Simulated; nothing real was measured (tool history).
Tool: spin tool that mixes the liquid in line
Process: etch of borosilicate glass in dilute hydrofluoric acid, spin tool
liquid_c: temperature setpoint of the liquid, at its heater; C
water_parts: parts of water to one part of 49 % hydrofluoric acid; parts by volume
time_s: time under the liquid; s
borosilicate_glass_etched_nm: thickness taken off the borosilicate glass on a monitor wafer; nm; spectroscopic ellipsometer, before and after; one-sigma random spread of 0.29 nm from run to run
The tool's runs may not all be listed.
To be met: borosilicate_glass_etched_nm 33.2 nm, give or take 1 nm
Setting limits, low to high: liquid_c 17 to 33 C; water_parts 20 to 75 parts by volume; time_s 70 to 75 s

| run | day | liquid_c | water_parts | time_s | borosilicate_glass_etched_nm |
|---|---|---|---|---|---|
| 1 | 0 | 25 | 45 | 70 | 52.405 |
| 2 | 0.362 | 25 | 45 | 70 | 52.03 |
| 3 | 0.558 | 25 | 40 | 70 | 59.466 |
| 4 | 0.667 | 23.5 | 40 | 70 | 55.819 |
| 5 | 0.804 | 23.5 | 40 | 75 | 60.673 |
| 6 | 1.154 | 22.5 | 40 | 75 | 57.119 |
| 7 | 1.192 | 21.5 | 40 | 75 | 54.474 |
| 8 | 1.396 | 20.5 | 40 | 75 | 52.352 |
| 9 | 1.521 | 20 | 40 | 75 | 52.06 |

Which single option among these 5 for the next run brings every result within its allowed miss of target? Just one does.
| A | 1.646 | 18.5 | 40 | 70 | ? |
| B | 1.646 | 17 | 50 | 70 | ? |
| C | 1.646 | 22.5 | 35 | 75 | ? |
| D | 1.646 | 23 | 30 | 75 | ? |
| E | 1.646 | 19.5 | 45 | 75 | ? |

| move | borosilicate_glass_etched_nm |
|---|---|
| A | 44.082 |
| B | 32.67 |
| C | 64.424 |
| D | 77.263 |
| E | 43.571 |
A: nearer than the last run, and not there yet
B: in spec on every target
C: further off than the last run
D: further off than the last run
E: nearer than the last run, and not there yet
B is the move that brings every result within its allowed miss.
